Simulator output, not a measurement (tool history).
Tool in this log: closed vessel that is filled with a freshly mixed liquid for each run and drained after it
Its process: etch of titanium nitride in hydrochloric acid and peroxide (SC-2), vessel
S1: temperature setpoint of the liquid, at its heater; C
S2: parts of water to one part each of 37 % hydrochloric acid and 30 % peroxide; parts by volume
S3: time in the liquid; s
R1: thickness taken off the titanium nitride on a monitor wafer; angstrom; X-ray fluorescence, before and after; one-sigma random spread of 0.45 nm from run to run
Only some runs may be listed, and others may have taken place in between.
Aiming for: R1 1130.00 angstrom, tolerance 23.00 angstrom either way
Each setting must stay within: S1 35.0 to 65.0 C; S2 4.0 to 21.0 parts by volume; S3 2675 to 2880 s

run,day,S1,S2,S3,R1
1,0.000,49.0,11.5,2675,428.75
2,0.350,42.5,11.5,2675,275.79
3,0.650,35.5,11.5,2675,167.55
4,1.062,40.0,11.5,2675,229.54
5,1.446,46.5,11.5,2675,364.32
6,1.646,41.5,11.5,2675,256.76
7,1.817,47.5,11.5,2675,387.39
8,2.146,52.0,11.5,2675,519.62
# day 2.417: thermometer replaced
9,2.417,55.5,11.5,2675,611.01
10,2.762,58.0,11.5,2675,716.86
11,2.938,60.0,11.5,2675,807.85
12,3.117,61.5,11.5,2675,888.19

Which one of the following 4 next-run settings gets every result inside its allowed miss? There is exactly one.
A,3.296,59.0,7.0,2675,?
B,3.296,61.0,9.0,2695,?
C,3.296,64.0,10.5,2790,?
D,3.296,63.5,11.5,2820,?

move,R1
A,1135.60
B,1061.20
C,1163.70
D,1056.20
A: hits every target within its allowed miss
B: nearer than the last run, and not there yet
C: takes the biggest miss from the last run beyond its target
D: nearer than the last run, and not there yet
A meets every target.

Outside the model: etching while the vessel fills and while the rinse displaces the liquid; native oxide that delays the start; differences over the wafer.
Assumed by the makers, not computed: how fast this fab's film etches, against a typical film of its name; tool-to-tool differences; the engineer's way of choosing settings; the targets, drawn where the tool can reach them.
